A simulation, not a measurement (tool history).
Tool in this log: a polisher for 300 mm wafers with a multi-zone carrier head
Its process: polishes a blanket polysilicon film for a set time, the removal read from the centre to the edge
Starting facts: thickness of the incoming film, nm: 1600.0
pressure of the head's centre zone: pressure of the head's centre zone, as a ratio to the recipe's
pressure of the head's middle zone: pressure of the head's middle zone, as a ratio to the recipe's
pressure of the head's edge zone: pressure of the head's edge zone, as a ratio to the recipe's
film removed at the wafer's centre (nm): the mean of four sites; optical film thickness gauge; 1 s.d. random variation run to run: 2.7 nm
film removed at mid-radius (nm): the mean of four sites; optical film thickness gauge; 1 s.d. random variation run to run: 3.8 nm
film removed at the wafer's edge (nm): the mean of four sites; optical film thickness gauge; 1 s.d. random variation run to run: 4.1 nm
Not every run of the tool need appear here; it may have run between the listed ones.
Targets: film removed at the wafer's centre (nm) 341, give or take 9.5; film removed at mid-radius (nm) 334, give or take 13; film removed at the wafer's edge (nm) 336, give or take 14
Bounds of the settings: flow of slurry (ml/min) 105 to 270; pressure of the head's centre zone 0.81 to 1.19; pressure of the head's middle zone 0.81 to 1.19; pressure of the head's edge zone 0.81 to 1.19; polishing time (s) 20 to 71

run	hour	flow of slurry (ml/min)	pressure of the head's centre zone	pressure of the head's middle zone	pressure of the head's edge zone	polishing time (s)	film removed at the wafer's centre (nm)	film removed at mid-radius (nm)	film removed at the wafer's edge (nm)
1	0	175	1	1	1	45	252.02	253.49	248.98
2	0.7	195	1	1	1	45	256.02	262.54	249.97
3	1.8	190	1.01	1.01	1.03	47	265.34	270.41	268.68
4	3.7	190	1.01	1.01	1.08	47	266.11	275.95	275.03
5	4.5	195	1.03	1.02	1.1	48	279.29	286.74	286.44
6	10	195	1.03	1.02	1.17	48	282.35	282.95	287.17
7	13.6	200	1.04	1.02	1.17	49	292.98	291.24	292.02
8	14.4	200	1.04	1.02	1.17	50	295.05	289.34	305.37
9	15.6	205	1.05	1.04	1.17	51	303.9	311.22	306.08

Which of these 5 next moves meets every target?
A	16.8	200	1.14	1.04	1.03	49	?	?	?
B	16.8	220	1.01	1.04	1.16	55	?	?	?
C	16.8	205	0.98	1.08	1.18	56	?	?	?
D	16.8	235	1.08	1.1	1.04	49	?	?	?
E	16.8	205	1.09	1.04	1.18	55	?	?	?

move	film removed at the wafer's centre (nm)	film removed at mid-radius (nm)	film removed at the wafer's edge (nm)
A	319.36	290.2	274.56
B	321.75	329.99	328.62
C	314.67	343.86	334.87
D	309.55	310.83	279.79
E	343.91	326.84	329.07
A: moves away from the targets compared with the last run
B: nearer than the last run, and not there yet
C: nearer than the last run, and not there yet
D: no better and no worse than the last run
E: all results land within tolerance of their targets
Answer: E
